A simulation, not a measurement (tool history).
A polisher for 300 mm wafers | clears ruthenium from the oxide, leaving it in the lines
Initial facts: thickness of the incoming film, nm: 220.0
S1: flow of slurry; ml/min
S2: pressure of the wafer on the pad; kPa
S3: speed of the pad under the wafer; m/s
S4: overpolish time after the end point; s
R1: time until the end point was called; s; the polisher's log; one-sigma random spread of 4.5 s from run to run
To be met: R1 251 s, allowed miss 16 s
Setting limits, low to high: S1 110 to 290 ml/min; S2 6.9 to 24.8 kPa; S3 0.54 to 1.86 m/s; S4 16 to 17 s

| run | hour | S1 | S2 | S3 | S4 | R1 |
|---|---|---|---|---|---|---|
| 1 | 0 | 185 | 15.9 | 1.18 | 16 | 130.95 |
| 2 | 6.3 | 185 | 17.9 | 1.18 | 16 | 126.73 |
| 3 | 14.7 | 185 | 17.9 | 1.18 | 17 | 120.55 |
| 4 | 20 | 185 | 17.9 | 1.46 | 17 | 100.88 |
|  | 27 | head pressure recalibrated |
| 5 | 27 | 185 | 17.9 | 1.24 | 17 | 108.06 |
| 6 | 34.3 | 185 | 13.8 | 1.24 | 17 | 132.57 |
| 7 | 36.3 | 180 | 11.7 | 1.04 | 17 | 173.02 |
| 8 | 40.9 | 175 | 7.6 | 0.86 | 17 | 284.59 |

Pick the move, out of 5, that brings all results within their allowed miss; only one does.
| A | 45.5 | 160 | 6.9 | 0.84 | 17 | ? |
| B | 45.5 | 200 | 6.9 | 0.82 | 17 | ? |
| C | 45.5 | 205 | 9.7 | 0.78 | 16 | ? |
| D | 45.5 | 135 | 6.9 | 0.86 | 17 | ? |
| E | 45.5 | 150 | 7.6 | 0.66 | 17 | ? |

| move | R1 |
|---|---|
| A | 304.2 |
| B | 301.87 |
| C | 256.56 |
| D | 305.68 |
| E | 365.59 |
A: the biggest miss grows against the last run
B: the biggest miss grows against the last run
C: every result within its allowed miss
D: the biggest miss grows against the last run
E: the biggest miss grows against the last run
Answer: C

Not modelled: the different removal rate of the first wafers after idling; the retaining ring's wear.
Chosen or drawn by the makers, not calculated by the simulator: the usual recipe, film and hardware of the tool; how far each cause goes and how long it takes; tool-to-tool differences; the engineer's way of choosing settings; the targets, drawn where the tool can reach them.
